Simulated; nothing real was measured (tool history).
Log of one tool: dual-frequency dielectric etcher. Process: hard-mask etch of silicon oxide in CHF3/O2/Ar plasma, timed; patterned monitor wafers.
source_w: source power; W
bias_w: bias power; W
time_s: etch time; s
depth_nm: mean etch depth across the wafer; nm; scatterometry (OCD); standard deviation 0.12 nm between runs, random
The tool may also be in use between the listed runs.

run  hour  source_w  bias_w  time_s  depth_nm
  1     0       660     146      11    19.057
  2   6.1       740     146      11    20.169
  3   8.9       700     146      11    19.778
  4  17.1       760     149      11    20.289
  5  19.2       810     158      11    21.409
  6  24.6       880     158      11    22.387

Predict the results of run 7:
  7  32.1       890     159      11         ?

depth_nm: 22.574 nm
